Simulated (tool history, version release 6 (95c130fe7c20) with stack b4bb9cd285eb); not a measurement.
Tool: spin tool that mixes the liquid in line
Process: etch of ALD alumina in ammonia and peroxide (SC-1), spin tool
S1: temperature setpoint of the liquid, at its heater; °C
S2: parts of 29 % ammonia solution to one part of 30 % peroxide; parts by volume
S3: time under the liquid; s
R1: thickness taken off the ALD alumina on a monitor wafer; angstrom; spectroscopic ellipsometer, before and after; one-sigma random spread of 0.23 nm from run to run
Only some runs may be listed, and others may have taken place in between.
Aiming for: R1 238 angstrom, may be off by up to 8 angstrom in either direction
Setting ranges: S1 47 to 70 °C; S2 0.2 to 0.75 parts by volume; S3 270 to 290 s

{"run": 1, "hour": 0.0, "S1": 63, "S2": 0.45, "S3": 270, "R1": 140.41}
{"run": 2, "hour": 7.7, "S1": 63.5, "S2": 0.5, "S3": 270, "R1": 147.8}
{"run": 3, "hour": 8.8, "S1": 63.5, "S2": 0.5, "S3": 290, "R1": 156.42}
{"run": 4, "hour": 16.0, "S1": 64, "S2": 0.55, "S3": 290, "R1": 162.24}
{"run": 5, "hour": 23.1, "S1": 59, "S2": 0.55, "S3": 290, "R1": 126.16}
{"run": 6, "hour": 31.5, "S1": 52.5, "S2": 0.55, "S3": 290, "R1": 87.052}
{"run": 7, "hour": 38.4, "S1": 54.5, "S2": 0.55, "S3": 290, "R1": 98.103}
{"run": 8, "hour": 46.8, "S1": 54.5, "S2": 0.55, "S3": 290, "R1": 97.284}
{"run": 9, "hour": 53.7, "S1": 56, "S2": 0.55, "S3": 290, "R1": 106.89}
{"hour": 56.8, "done": "heated supply line repaired"}
{"run": 10, "hour": 56.8, "S1": 64, "S2": 0.7, "S3": 290, "R1": 192.02}
{"run": 11, "hour": 63.4, "S1": 64.5, "S2": 0.7, "S3": 290, "R1": 200.32}
{"run": 12, "hour": 70.8, "S1": 64.5, "S2": 0.7, "S3": 290, "R1": 196.18}

Next run, 5 choices. One meets every target within its allowed miss, the rest don't. Which?
{"run": "A", "hour": 78.2, "S1": 63.5, "S2": 0.75, "S3": 270, "R1": "?"}
{"run": "B", "hour": 78.2, "S1": 58.5, "S2": 0.6, "S3": 290, "R1": "?"}
{"run": "C", "hour": 78.2, "S1": 69, "S2": 0.65, "S3": 280, "R1": "?"}
{"run": "D", "hour": 78.2, "S1": 66, "S2": 0.75, "S3": 290, "R1": "?"}
{"run": "E", "hour": 78.2, "S1": 62.5, "S2": 0.75, "S3": 270, "R1": "?"}

move=A R1=177.38
move=B R1=144.56
move=C R1=237.89
move=D R1=215.72
move=E R1=168.68
A: lands further from the targets than the last run did
B: lands further from the targets than the last run did
C: all results in spec
D: closer than the last run, but not yet in spec
E: lands further from the targets than the last run did
The move that meets every target is C.
